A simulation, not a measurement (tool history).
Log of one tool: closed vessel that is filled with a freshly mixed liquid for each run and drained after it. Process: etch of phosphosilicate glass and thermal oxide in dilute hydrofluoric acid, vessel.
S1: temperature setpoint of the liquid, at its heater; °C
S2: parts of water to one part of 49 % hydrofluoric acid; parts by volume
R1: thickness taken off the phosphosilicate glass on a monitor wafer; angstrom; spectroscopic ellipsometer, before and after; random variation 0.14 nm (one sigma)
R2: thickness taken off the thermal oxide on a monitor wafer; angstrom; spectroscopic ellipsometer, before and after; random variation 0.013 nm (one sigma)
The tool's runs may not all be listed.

run 1 hour=0.0 | S1=21.0 S2=175 time_in_the_liquid_(s)=60 | R1=520.64 R2=13.4770
run 2 hour=2.9 | S1=21.0 S2=175 time_in_the_liquid_(s)=40 | R1=350.14 R2=8.6842
run 3 hour=4.5 | S1=20.5 S2=180 time_in_the_liquid_(s)=40 | R1=335.36 R2=8.4808
run 4 hour=11.0 | S1=20.5 S2=210 time_in_the_liquid_(s)=40 | R1=277.69 R2=6.7862
run 5 hour=19.6 | S1=20.5 S2=210 time_in_the_liquid_(s)=30 | R1=208.80 R2=5.2931
run 6 hour=20.5 | S1=17.0 S2=210 time_in_the_liquid_(s)=30 | R1=178.64 R2=4.4604
run 7 hour=21.4 | S1=17.0 S2=210 time_in_the_liquid_(s)=30 | R1=182.01 R2=4.3048
run 8 hour=25.9 | S1=18.0 S2=210 time_in_the_liquid_(s)=30 | R1=188.98 R2=4.7899
run 9 hour=33.5 | S1=18.5 S2=210 time_in_the_liquid_(s)=30 | R1=191.61 R2=4.8174
run 10 hour=34.8 | S1=19.0 S2=210 time_in_the_liquid_(s)=30 | R1=195.76 R2=4.7579

Run 11 comes next. What will it give?
run 11 hour=43.3 | S1=19.5 S2=210 time_in_the_liquid_(s)=30 | R1=? R2=?

{"run 11": {"R1": 198.18, "R2": 5.0171}}

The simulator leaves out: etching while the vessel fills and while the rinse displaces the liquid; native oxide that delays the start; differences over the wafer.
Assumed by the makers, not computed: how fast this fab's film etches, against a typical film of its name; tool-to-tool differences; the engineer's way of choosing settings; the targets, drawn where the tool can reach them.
